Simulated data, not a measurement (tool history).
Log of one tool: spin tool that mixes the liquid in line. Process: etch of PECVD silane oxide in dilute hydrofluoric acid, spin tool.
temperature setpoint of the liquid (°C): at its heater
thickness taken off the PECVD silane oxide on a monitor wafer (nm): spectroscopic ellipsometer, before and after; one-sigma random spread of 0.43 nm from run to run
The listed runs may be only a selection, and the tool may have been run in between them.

run  hour  temperature setpoint of the liquid (°C)  parts of water to one part of 49 % hydrofluoric acid (parts by volume)  time under the liquid (s)  thickness taken off the PECVD silane oxide on a monitor wafer (nm)
  1   0.0                                     26.0                                                                     250                        290                                                              15.882
  2   3.4                                     24.5                                                                     250                        290                                                              15.219
  3   8.0                                     26.0                                                                     220                        290                                                              18.869
  4  12.2                                     26.0                                                                     255                        290                                                              15.689
  5  14.9                                     26.0                                                                     255                        290                                                              15.729
  6  18.8                                     26.0                                                                     175                        290                                                              24.995
  7  21.5                                     27.0                                                                     160                        290                                                              28.658
  8  26.2                                     28.0                                                                     150                        290                                                              32.017
  9  27.8                                     29.0                                                                     140                        290                                                              36.225
 10  36.9                                     33.0                                                                      95                        290                                                              66.274
 11  40.2                                     32.5                                                                      95                        290                                                              64.687

Predict the results of run 12:
 12  48.1                                     32.0                                                                      95                        290                                                                   ?

Run 12 gave thickness taken off the PECVD silane oxide on a monitor wafer (nm) 62.954.
